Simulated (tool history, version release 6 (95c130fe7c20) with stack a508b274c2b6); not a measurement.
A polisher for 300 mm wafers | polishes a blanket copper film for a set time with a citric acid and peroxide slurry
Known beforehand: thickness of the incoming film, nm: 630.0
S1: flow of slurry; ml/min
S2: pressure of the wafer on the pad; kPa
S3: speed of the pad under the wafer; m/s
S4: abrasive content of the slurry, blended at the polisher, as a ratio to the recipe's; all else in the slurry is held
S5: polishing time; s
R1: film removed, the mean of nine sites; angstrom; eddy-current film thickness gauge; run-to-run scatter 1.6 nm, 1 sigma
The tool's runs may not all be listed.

{"run": 1, "hour": 0.0, "S1": 130, "S2": 24.8, "S3": 0.8, "S4": 1.0, "S5": 114, "R1": 2227.8}
{"run": 2, "hour": 1.5, "S1": 130, "S2": 24.8, "S3": 0.8, "S4": 0.9, "S5": 114, "R1": 2251.6}
{"run": 3, "hour": 4.2, "S1": 130, "S2": 24.8, "S3": 0.8, "S4": 1.05, "S5": 114, "R1": 2346.0}
{"run": 4, "hour": 5.8, "S1": 130, "S2": 21.4, "S3": 0.8, "S4": 1.05, "S5": 114, "R1": 2090.2}
{"run": 5, "hour": 10.7, "S1": 125, "S2": 20.7, "S3": 0.8, "S4": 1.05, "S5": 114, "R1": 2033.8}
{"run": 6, "hour": 17.6, "S1": 125, "S2": 20.7, "S3": 0.9, "S4": 1.05, "S5": 114, "R1": 2234.1}
{"run": 7, "hour": 25.2, "S1": 125, "S2": 19.3, "S3": 0.9, "S4": 1.05, "S5": 114, "R1": 2164.1}
{"run": 8, "hour": 27.5, "S1": 125, "S2": 18.6, "S3": 0.9, "S4": 1.05, "S5": 114, "R1": 2083.5}

What will run 9 give?
{"run": 9, "hour": 36.4, "S1": 125, "S2": 17.9, "S3": 0.9, "S4": 1.05, "S5": 114, "R1": "?"}

{"run 9": {"R1": 2106.2}}

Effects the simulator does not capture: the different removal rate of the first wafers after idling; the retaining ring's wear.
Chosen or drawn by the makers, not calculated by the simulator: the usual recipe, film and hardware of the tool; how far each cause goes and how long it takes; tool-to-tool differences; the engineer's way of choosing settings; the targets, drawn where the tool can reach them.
